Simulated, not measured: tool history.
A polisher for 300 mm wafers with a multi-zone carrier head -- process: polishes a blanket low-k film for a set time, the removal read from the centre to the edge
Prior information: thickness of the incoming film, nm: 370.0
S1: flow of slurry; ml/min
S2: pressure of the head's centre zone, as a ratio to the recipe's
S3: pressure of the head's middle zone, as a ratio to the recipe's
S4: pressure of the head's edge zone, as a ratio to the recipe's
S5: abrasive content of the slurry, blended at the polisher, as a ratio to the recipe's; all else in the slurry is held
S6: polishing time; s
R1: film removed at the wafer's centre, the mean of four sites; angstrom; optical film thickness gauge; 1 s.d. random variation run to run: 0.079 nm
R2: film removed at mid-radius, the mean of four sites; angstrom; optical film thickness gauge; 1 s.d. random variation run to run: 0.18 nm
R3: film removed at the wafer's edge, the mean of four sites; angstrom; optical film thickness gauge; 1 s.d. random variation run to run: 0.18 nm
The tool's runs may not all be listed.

run,day,S1,S2,S3,S4,S5,S6,R1,R2,R3
1,0.000,200,1.00,1.00,1.00,1.00,39,149.50,147.31,150.71
2,0.317,200,1.00,1.08,1.00,1.00,39,149.08,156.03,145.65
3,0.450,200,1.00,1.08,1.00,1.10,39,154.68,161.99,152.89
4,0.683,200,1.00,1.08,1.00,1.10,33,132.30,135.39,134.99
5,1.046,185,0.98,1.10,1.01,1.15,33,131.69,143.80,133.54
6,1.317,180,0.95,1.08,1.03,1.15,33,124.42,141.47,132.37
7,1.433,180,0.94,1.07,1.05,1.15,33,125.37,137.05,133.18

Predict the results of run 8:
8,1.725,175,0.92,1.07,1.06,1.20,33,?,?,?

R1: 125.90 angstrom
R2: 140.36 angstrom
R3: 138.54 angstrom
